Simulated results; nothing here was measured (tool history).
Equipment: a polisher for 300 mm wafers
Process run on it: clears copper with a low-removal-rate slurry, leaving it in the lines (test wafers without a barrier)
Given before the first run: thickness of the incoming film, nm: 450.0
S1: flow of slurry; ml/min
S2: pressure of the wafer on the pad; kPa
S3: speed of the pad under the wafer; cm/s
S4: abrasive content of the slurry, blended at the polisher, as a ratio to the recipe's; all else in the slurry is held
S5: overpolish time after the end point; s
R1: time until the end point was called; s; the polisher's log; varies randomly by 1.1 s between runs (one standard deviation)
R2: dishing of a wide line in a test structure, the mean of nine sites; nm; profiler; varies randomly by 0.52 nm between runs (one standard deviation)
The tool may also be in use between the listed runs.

run  hour   S1    S2   S3    S4  S5      R1      R2
  1     0  190  24.8  134     1  18  84.454  57.494
  2   5.8  190  24.8  134   0.9  18  85.045  57.552
  3  11.6  190  21.4  134   0.9  18  98.324  50.569
  4  19.4  190    20  142  0.95  17  97.528  47.151
  5  24.2  195  19.3  150     1  16  96.044  47.253
  6  27.1  195  19.3  150   0.8  16  102.49  46.107
  7  34.8  185  19.3  152   0.9  15  97.854  43.956
  8  40.2  175  18.6  158  0.95  14   96.23  42.486
  9  46.8  170  17.9  164     1  13  97.707  40.071
 10  54.4  215  13.8  200  1.25   5  96.012   16.77
     61.8  -- slurry nozzle cleaned
 11  61.8  215  13.8  200  1.25   5   92.54  17.512

What will run 12 give?
 12  67.4  215  14.5  200  1.25   5   ?   ?

R1: 89.263 s
R2: 18.391 nm
